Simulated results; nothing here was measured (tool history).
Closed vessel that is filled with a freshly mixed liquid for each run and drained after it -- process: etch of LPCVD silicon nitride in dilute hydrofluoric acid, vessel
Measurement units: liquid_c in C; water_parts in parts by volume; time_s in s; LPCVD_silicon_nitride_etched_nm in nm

run    day  liquid_c  water_parts  time_s  LPCVD_silicon_nitride_etched_nm
  1  0.000      23.0           50     690                           6.5956
  2  0.317      23.0           70     690                           4.7506
  3  0.638      23.0           65     690                           5.0866
  4  0.875      23.0           65     690                           5.1213
  5  0.988      22.0           65     690                           4.7498
  6  1.108      21.5           65     690                           4.5914
  7  1.208      21.0           65     690                           4.4250
  8  1.404      20.5           65     690                           4.2910
  9  1.646      20.0           65     690                           4.1363
 10  1.792      19.5           65     690                           4.0196

For run 11, what comes out?
 11  2.175      19.0           65     690                                ?

Run 11 came out at LPCVD_silicon_nitride_etched_nm 3.8748 nm.
